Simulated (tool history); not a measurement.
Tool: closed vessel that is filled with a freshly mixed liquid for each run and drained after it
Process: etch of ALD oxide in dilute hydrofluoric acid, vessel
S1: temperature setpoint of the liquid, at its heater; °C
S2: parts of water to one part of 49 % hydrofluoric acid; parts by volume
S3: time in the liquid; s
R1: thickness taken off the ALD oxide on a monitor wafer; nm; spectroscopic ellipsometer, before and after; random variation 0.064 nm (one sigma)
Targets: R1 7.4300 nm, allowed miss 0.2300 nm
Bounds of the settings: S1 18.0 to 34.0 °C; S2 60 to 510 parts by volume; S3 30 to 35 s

| run | day | S1 | S2 | S3 | R1 |
|---|---|---|---|---|---|
| 1 | 0.000 | 26.0 | 285 | 35 | 1.9254 |
| 2 | 0.238 | 27.0 | 260 | 35 | 2.2766 |
| 3 | 0.558 | 27.0 | 260 | 35 | 2.2038 |
| 4 | 0.900 | 27.5 | 240 | 35 | 2.5594 |
| 5 | 1.042 | 27.5 | 200 | 35 | 3.2135 |
| 6 | 1.179 | 28.0 | 190 | 35 | 3.5190 |
| 7 | 1.529 | 28.5 | 180 | 35 | 3.7797 |
| 8 | 1.800 | 29.0 | 170 | 35 | 4.1097 |
| 9 | 2.117 | 29.5 | 165 | 35 | 4.3780 |
| 10 | 2.179 | 30.0 | 160 | 35 | 4.5787 |
| 11 | 2.346 | 34.0 | 65 | 35 | 15.1980 |
|  | 2.633 | hydrofluoric acid flow meter replaced |
| 12 | 2.633 | 33.5 | 65 | 35 | 16.9190 |
| 13 | 2.917 | 32.5 | 65 | 35 | 16.3480 |
| 14 | 3.217 | 28.5 | 160 | 35 | 4.9789 |
| 15 | 3.308 | 29.0 | 160 | 35 | 5.0871 |
| 16 | 3.471 | 29.5 | 160 | 35 | 5.2246 |
| 17 | 3.688 | 30.0 | 160 | 35 | 5.1744 |
| 18 | 4.050 | 34.0 | 85 | 35 | 12.8810 |
| 19 | 4.279 | 33.0 | 85 | 35 | 12.3790 |
| 20 | 4.617 | 32.0 | 85 | 35 | 12.1230 |

4 next moves are on the table. One of them brings every result within its allowed miss. Which?
| A | 4.954 | 29.5 | 145 | 35 | ? |
| B | 4.954 | 30.0 | 105 | 30 | ? |
| C | 4.954 | 33.5 | 110 | 35 | ? |
| D | 4.954 | 33.5 | 145 | 30 | ? |

| move | R1 |
|---|---|
| A | 5.7374 |
| B | 7.3016 |
| C | 9.1769 |
| D | 5.6690 |
A: takes the result that was furthest off past its target
B: meets every target
C: nearer than the last run, and not there yet
D: takes the result that was furthest off past its target
Move B is the one to make.
